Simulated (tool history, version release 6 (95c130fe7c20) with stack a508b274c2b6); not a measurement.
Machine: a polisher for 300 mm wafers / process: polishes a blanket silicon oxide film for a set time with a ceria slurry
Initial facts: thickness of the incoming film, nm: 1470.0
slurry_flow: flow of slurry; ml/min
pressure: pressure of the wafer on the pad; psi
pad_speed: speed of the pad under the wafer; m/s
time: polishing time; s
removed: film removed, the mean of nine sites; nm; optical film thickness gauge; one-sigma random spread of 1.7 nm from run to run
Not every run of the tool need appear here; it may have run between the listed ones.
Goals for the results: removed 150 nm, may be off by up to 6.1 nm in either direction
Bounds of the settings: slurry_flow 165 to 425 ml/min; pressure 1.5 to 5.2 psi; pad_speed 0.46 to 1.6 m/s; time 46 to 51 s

Run 1, day 0: slurry_flow 275 ml/min, pressure 3.3 psi, pad_speed 1.02 m/s, time 51 s. Result: removed 249.34 nm.
Run 2, day 0.283: slurry_flow 275 ml/min, pressure 3.3 psi, pad_speed 1.02 m/s, time 51 s. Result: removed 247.49 nm.
Run 3, day 0.492: slurry_flow 275 ml/min, pressure 2.8 psi, pad_speed 1.02 m/s, time 51 s. Result: removed 208.58 nm.
Run 4, day 0.85: slurry_flow 275 ml/min, pressure 2.5 psi, pad_speed 1.02 m/s, time 51 s. Result: removed 188.32 nm.
Run 5, day 1.192: slurry_flow 275 ml/min, pressure 2.3 psi, pad_speed 1.02 m/s, time 51 s. Result: removed 171.45 nm.
Run 6, day 1.308: slurry_flow 210 ml/min, pressure 2.3 psi, pad_speed 1.02 m/s, time 51 s. Result: removed 167.17 nm.
Run 7, day 1.571: slurry_flow 210 ml/min, pressure 1.9 psi, pad_speed 1.02 m/s, time 51 s. Result: removed 143.56 nm.
Run 8, day 1.646: slurry_flow 215 ml/min, pressure 1.9 psi, pad_speed 1.02 m/s, time 51 s. Result: removed 138.69 nm.
Run 9, day 1.788: slurry_flow 215 ml/min, pressure 2.2 psi, pad_speed 1.02 m/s, time 51 s. Result: removed 163.1 nm.

Which one of the following 4 next-run settings gets every result inside its allowed miss? There is exactly one.
Run A, day 1.929: slurry_flow 175 ml/min, pressure 3 psi, pad_speed 0.98 m/s, time 46 s. Result: removed ?.
Run B, day 1.929: slurry_flow 165 ml/min, pressure 2.5 psi, pad_speed 1.02 m/s, time 48 s. Result: removed ?.
Run C, day 1.929: slurry_flow 195 ml/min, pressure 2.1 psi, pad_speed 1 m/s, time 51 s. Result: removed ?.
Run D, day 1.929: slurry_flow 165 ml/min, pressure 3 psi, pad_speed 0.88 m/s, time 51 s. Result: removed ?.

move  removed
   A   185.47
   B   168.24
   C   150.79
   D   184.39
A: moves away from the targets compared with the last run
B: moves away from the targets compared with the last run
C: all results land within tolerance of their targets
D: moves away from the targets compared with the last run
The right move is C.
